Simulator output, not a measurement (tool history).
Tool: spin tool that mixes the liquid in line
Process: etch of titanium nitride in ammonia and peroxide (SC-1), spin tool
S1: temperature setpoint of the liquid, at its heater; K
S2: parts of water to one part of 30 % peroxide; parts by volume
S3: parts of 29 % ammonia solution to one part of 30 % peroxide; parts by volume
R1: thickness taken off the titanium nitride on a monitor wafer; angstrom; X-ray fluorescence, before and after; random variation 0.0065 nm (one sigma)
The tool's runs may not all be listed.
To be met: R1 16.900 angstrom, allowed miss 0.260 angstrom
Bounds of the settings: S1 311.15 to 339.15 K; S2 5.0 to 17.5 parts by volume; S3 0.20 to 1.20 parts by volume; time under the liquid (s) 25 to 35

{"run": 1, "hour": 0.0, "S1": 323.15, "S2": 9.5, "S3": 0.7, "time under the liquid (s)": 35, "R1": 23.849}
{"run": 2, "hour": 8.2, "S1": 322.65, "S2": 9.5, "S3": 0.7, "time under the liquid (s)": 35, "R1": 23.053}
{"run": 3, "hour": 14.3, "S1": 322.15, "S2": 9.5, "S3": 0.7, "time under the liquid (s)": 35, "R1": 22.286}
{"run": 4, "hour": 23.1, "S1": 327.15, "S2": 9.5, "S3": 0.7, "time under the liquid (s)": 35, "R1": 31.47}
{"run": 5, "hour": 31.9, "S1": 326.15, "S2": 9.5, "S3": 0.7, "time under the liquid (s)": 35, "R1": 29.59}
{"run": 6, "hour": 35.4, "S1": 326.15, "S2": 9.5, "S3": 0.9, "time under the liquid (s)": 35, "R1": 30.848}
{"run": 7, "hour": 38.2, "S1": 325.15, "S2": 9.5, "S3": 0.9, "time under the liquid (s)": 35, "R1": 28.631}
{"run": 8, "hour": 46.3, "S1": 324.15, "S2": 9.5, "S3": 0.9, "time under the liquid (s)": 35, "R1": 26.81}
{"run": 9, "hour": 49.9, "S1": 323.15, "S2": 9.5, "S3": 0.9, "time under the liquid (s)": 35, "R1": 24.818}

5 next moves are on the table. One of them brings every result within its allowed miss. Which?
{"run": "A", "hour": 53.5, "S1": 324.15, "S2": 7.0, "S3": 0.8, "time under the liquid (s)": 25, "R1": "?"}
{"run": "B", "hour": 53.5, "S1": 316.15, "S2": 5.5, "S3": 0.9, "time under the liquid (s)": 25, "R1": "?"}
{"run": "C", "hour": 53.5, "S1": 328.65, "S2": 8.5, "S3": 0.85, "time under the liquid (s)": 35, "R1": "?"}
{"run": "D", "hour": 53.5, "S1": 322.15, "S2": 10.0, "S3": 1.2, "time under the liquid (s)": 25, "R1": "?"}
{"run": "E", "hour": 53.5, "S1": 320.65, "S2": 8.5, "S3": 0.65, "time under the liquid (s)": 35, "R1": "?"}

move=A R1=21.781
move=B R1=14.021
move=C R1=38.079
move=D R1=16.891
move=E R1=21.018
A: nearer than the last run, and not there yet
B: takes the result that was furthest off past its target
C: further off than the last run
D: meets every target
E: nearer than the last run, and not there yet
Answer: D
